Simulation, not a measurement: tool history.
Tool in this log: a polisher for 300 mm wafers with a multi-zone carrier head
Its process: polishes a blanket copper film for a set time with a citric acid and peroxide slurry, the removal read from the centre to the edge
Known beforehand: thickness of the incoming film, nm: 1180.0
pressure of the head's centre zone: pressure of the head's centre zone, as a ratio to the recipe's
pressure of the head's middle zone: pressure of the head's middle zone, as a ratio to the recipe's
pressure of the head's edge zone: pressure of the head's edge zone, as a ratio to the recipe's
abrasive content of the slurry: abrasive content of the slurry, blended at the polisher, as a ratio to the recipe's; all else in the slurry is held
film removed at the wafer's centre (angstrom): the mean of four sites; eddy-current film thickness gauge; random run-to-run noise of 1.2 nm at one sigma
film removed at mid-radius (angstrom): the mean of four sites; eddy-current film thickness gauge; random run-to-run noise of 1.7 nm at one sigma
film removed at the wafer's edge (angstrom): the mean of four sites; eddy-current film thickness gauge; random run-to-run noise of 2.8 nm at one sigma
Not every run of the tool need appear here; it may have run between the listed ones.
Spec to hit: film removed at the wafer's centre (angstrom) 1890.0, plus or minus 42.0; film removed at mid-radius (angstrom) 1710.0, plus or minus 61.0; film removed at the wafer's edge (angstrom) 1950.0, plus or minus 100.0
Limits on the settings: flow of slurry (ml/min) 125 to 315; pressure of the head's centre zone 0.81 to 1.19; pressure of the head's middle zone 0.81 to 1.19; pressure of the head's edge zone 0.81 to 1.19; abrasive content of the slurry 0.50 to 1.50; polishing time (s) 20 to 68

run	hour	flow of slurry (ml/min)	pressure of the head's centre zone	pressure of the head's middle zone	pressure of the head's edge zone	abrasive content of the slurry	polishing time (s)	film removed at the wafer's centre (angstrom)	film removed at mid-radius (angstrom)	film removed at the wafer's edge (angstrom)
1	0.0	205	1.00	1.00	1.00	1.00	44	1343.8	1349.3	1327.5
2	6.9	205	1.00	1.05	1.00	1.00	44	1332.9	1402.8	1321.0
3	7.9	210	1.01	1.02	1.05	1.15	46	1470.3	1482.6	1460.1
4	11.1	210	1.01	0.95	1.05	1.15	46	1483.1	1377.4	1482.4
5	17.4	215	1.01	0.95	1.09	1.25	48	1573.8	1475.8	1584.0
6	23.6	215	1.01	0.94	1.12	1.30	50	1645.0	1553.4	1686.4
7	30.8	225	1.01	0.93	1.14	1.35	51	1703.8	1582.3	1799.4
8	33.5	240	1.02	0.94	1.15	1.40	51	1732.0	1650.0	1771.9
9	40.5	235	1.02	0.93	1.16	1.40	52	1785.3	1635.0	1828.7
10	48.7	235	1.02	0.93	1.17	1.45	52	1791.9	1665.9	1851.8

Below are 5 possible settings for the next run. Only one of them brings all results inside the allowed miss of their targets. Which is it?
A	56.9	230	1.03	1.01	1.16	1.35	51	?	?	?
B	56.9	240	1.07	0.94	1.13	1.45	51	?	?	?
C	56.9	265	1.02	0.90	1.16	1.30	55	?	?	?
D	56.9	240	0.98	0.88	1.15	1.45	52	?	?	?
E	56.9	220	0.95	0.95	1.16	1.50	53	?	?	?

move	film removed at the wafer's centre (angstrom)	film removed at mid-radius (angstrom)	film removed at the wafer's edge (angstrom)
A	1753.6	1718.5	1785.0
B	1861.8	1652.4	1798.4
C	1892.6	1698.7	1937.7
D	1736.7	1595.7	1851.7
E	1706.8	1726.1	1891.5
A: lands further from the targets than the last run did
B: meets the target for the result that was furthest off, but another lies outside its allowed miss
C: meets every target
D: lands further from the targets than the last run did
E: lands further from the targets than the last run did
Go with C: it meets all targets.

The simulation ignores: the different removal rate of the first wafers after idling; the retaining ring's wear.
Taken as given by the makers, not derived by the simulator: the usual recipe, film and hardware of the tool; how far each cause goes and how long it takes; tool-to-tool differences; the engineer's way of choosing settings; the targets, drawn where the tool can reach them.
